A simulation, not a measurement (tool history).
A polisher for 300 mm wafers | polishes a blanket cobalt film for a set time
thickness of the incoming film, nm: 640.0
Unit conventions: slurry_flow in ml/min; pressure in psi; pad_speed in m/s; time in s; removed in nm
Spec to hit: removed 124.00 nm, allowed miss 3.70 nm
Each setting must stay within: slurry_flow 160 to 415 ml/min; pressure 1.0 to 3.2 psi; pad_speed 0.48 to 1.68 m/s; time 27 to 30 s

| run | day | slurry_flow | pressure | pad_speed | time | removed |
|---|---|---|---|---|---|---|
| 1 | 0.000 | 265 | 2.1 | 1.08 | 30 | 188.59 |
| 2 | 0.229 | 265 | 2.1 | 1.22 | 30 | 203.39 |
| 3 | 0.396 | 210 | 2.1 | 1.22 | 30 | 198.60 |
| 4 | 0.546 | 210 | 1.7 | 1.22 | 30 | 162.56 |
| 5 | 0.817 | 210 | 1.9 | 1.22 | 30 | 178.43 |
| 6 | 1.108 | 205 | 1.8 | 1.22 | 30 | 168.71 |
| 7 | 1.329 | 200 | 1.2 | 1.20 | 30 | 114.27 |
| 8 | 1.596 | 205 | 1.2 | 1.20 | 30 | 116.03 |
| 9 | 1.675 | 210 | 1.2 | 1.20 | 30 | 114.83 |

Exactly one of the 4 candidate moves below puts every result within its allowed miss. Which one?
| A | 1.754 | 245 | 1.4 | 1.12 | 29 | ? |
| B | 1.754 | 160 | 1.5 | 1.28 | 29 | ? |
| C | 1.754 | 215 | 1.2 | 1.16 | 30 | ? |
| D | 1.754 | 245 | 1.2 | 1.50 | 30 | ? |

| move | removed |
|---|---|
| A | 124.34 |
| B | 135.41 |
| C | 111.65 |
| D | 135.03 |
A: all results land within tolerance of their targets
B: takes the biggest miss from the last run beyond its target
C: lands further from the targets than the last run did
D: takes the biggest miss from the last run beyond its target
Correct choice: A, which meets every target

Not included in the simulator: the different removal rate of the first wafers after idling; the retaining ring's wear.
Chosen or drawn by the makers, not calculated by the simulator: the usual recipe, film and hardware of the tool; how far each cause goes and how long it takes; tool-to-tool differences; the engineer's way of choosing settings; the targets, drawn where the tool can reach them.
